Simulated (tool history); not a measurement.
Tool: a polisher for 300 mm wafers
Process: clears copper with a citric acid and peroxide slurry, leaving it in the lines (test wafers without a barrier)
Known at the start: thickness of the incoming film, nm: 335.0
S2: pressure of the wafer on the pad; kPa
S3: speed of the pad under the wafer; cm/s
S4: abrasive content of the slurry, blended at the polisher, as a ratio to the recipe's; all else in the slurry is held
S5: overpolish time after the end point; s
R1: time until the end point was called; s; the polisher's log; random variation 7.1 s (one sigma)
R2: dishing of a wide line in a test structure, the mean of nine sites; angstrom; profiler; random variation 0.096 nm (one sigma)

run 1 hour=0.0 | flow_of_slurry_(ml/min)=275 S2=20.7 S3=116 S4=1.00 S5=28 | R1=149.90 R2=442.690
run 2 hour=4.3 | flow_of_slurry_(ml/min)=240 S2=17.2 S3=96 S4=0.85 S5=22 | R1=220.91 R2=251.430
run 3 hour=8.6 | flow_of_slurry_(ml/min)=215 S2=15.2 S3=84 S4=0.75 S5=18 | R1=290.53 R2=153.900
run 4 hour=10.7 | flow_of_slurry_(ml/min)=215 S2=15.2 S3=84 S4=0.90 S5=18 | R1=284.51 R2=159.410
run 5 hour=16.1 | flow_of_slurry_(ml/min)=215 S2=15.2 S3=84 S4=0.75 S5=18 | R1=295.40 R2=157.700
run 6 hour=16.6 | flow_of_slurry_(ml/min)=200 S2=13.8 S3=74 S4=1.00 S5=15 | R1=342.05 R2=114.760
run 7 hour=19.6 | flow_of_slurry_(ml/min)=190 S2=12.4 S3=72 S4=1.15 S5=13 | R1=369.99 R2=90.452
run 8 hour=27.9 | flow_of_slurry_(ml/min)=180 S2=11.7 S3=74 S4=1.25 S5=11 | R1=385.07 R2=74.026
run 9 hour=30.4 | flow_of_slurry_(ml/min)=175 S2=11.0 S3=78 S4=1.35 S5=10 | R1=377.25 R2=69.096

Run 10 comes next. What will it give?
run 10 hour=31.9 | flow_of_slurry_(ml/min)=165 S2=9.7 S3=78 S4=1.50 S5=8 | R1=? R2=?

{"run 10": {"R1": 429.71, "R2": 49.758}}
